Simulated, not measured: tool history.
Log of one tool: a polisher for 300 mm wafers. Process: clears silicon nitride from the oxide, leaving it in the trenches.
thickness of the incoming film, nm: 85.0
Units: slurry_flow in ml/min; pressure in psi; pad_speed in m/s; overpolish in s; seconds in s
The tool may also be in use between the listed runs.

{"run": 1, "hour": 0.0, "slurry_flow": 285, "pressure": 2.3, "pad_speed": 1.12, "overpolish": 34, "seconds": 85.218}
{"run": 2, "hour": 0.7, "slurry_flow": 285, "pressure": 2.3, "pad_speed": 0.92, "overpolish": 34, "seconds": 100.44}
{"run": 3, "hour": 2.7, "slurry_flow": 285, "pressure": 2.7, "pad_speed": 1.0, "overpolish": 34, "seconds": 78.839}
{"run": 4, "hour": 7.7, "slurry_flow": 285, "pressure": 3.0, "pad_speed": 1.04, "overpolish": 34, "seconds": 70.782}
{"run": 5, "hour": 14.6, "slurry_flow": 285, "pressure": 3.2, "pad_speed": 1.12, "overpolish": 34, "seconds": 62.372}
{"run": 6, "hour": 17.8, "slurry_flow": 285, "pressure": 3.3, "pad_speed": 1.18, "overpolish": 34, "seconds": 56.938}

Forecast run 7:
{"run": 7, "hour": 23.4, "slurry_flow": 285, "pressure": 3.4, "pad_speed": 1.22, "overpolish": 34, "seconds": "?"}

Run 7 gave seconds 53.996 s.
